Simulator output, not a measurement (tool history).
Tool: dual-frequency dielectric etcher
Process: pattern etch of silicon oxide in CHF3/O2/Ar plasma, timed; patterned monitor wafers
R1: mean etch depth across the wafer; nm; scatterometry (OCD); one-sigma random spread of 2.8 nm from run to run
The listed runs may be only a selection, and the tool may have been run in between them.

{"run": 1, "hour": 0.0, "source power (W)": 550, "bias power (W)": 126, "etch time (s)": 600.5, "R1": 1085.8}
{"run": 2, "hour": 2.4, "source power (W)": 590, "bias power (W)": 127, "etch time (s)": 600.5, "R1": 1133.2}
{"run": 3, "hour": 5.4, "source power (W)": 590, "bias power (W)": 106, "etch time (s)": 600.5, "R1": 1089.9}
{"run": 4, "hour": 7.7, "source power (W)": 590, "bias power (W)": 106, "etch time (s)": 627.5, "R1": 1137.6}
{"run": 5, "hour": 13.7, "source power (W)": 610, "bias power (W)": 106, "etch time (s)": 627.5, "R1": 1158.6}
{"run": 6, "hour": 17.2, "source power (W)": 610, "bias power (W)": 123, "etch time (s)": 627.5, "R1": 1200.1}
{"run": 7, "hour": 18.3, "source power (W)": 620, "bias power (W)": 123, "etch time (s)": 627.5, "R1": 1207.9}
{"run": 8, "hour": 23.8, "source power (W)": 630, "bias power (W)": 123, "etch time (s)": 627.5, "R1": 1224.5}
{"run": 9, "hour": 28.0, "source power (W)": 640, "bias power (W)": 123, "etch time (s)": 627.5, "R1": 1235.4}
{"run": 10, "hour": 29.2, "source power (W)": 650, "bias power (W)": 123, "etch time (s)": 627.5, "R1": 1240.2}

Run 11 is up next; what results do you expect?
{"run": 11, "hour": 31.3, "source power (W)": 690, "bias power (W)": 124, "etch time (s)": 627.5, "R1": "?"}

R1: 1285.9 nm
